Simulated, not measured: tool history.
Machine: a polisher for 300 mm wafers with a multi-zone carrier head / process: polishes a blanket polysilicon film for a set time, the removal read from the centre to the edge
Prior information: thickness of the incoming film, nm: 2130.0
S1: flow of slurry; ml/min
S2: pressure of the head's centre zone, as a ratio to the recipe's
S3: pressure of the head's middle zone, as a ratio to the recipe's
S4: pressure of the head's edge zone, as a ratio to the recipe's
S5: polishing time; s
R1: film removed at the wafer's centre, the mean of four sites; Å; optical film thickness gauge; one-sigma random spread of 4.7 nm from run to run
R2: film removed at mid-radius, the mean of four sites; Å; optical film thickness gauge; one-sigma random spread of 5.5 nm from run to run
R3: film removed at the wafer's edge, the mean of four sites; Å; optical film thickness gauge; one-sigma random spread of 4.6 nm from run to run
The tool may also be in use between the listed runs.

run 1 hour=0.0 | S1=315 S2=1.00 S3=1.00 S4=1.00 S5=43 | R1=3471.9 R2=3524.8 R3=3621.8
run 2 hour=8.5 | S1=315 S2=0.94 S3=1.00 S4=1.00 S5=43 | R1=3291.9 R2=3598.2 R3=3528.2
run 3 hour=13.1 | S1=315 S2=0.94 S3=1.00 S4=1.00 S5=48 | R1=3730.8 R2=3985.1 R3=3936.8
run 4 hour=18.2 | S1=320 S2=0.97 S3=1.01 S4=1.02 S5=48 | R1=3861.2 R2=4032.5 R3=4010.4
run 5 hour=24.5 | S1=320 S2=0.97 S3=1.01 S4=1.02 S5=41 | R1=3257.8 R2=3405.6 R3=3384.0
run 6 hour=31.7 | S1=320 S2=0.99 S3=1.01 S4=1.02 S5=43 | R1=3501.8 R2=3594.3 R3=3553.3
run 7 hour=34.9 | S1=320 S2=1.00 S3=1.00 S4=1.02 S5=45 | R1=3695.5 R2=3743.6 R3=3734.3
run 8 hour=40.6 | S1=320 S2=1.00 S3=1.00 S4=1.02 S5=45 | R1=3672.9 R2=3751.6 R3=3739.5

Forecast run 9:
run 9 hour=44.1 | S1=315 S2=1.01 S3=0.98 S4=1.02 S5=47 | R1=? R2=? R3=?

R1: 3863.2 Å
R2: 3773.3 Å
R3: 3862.3 Å
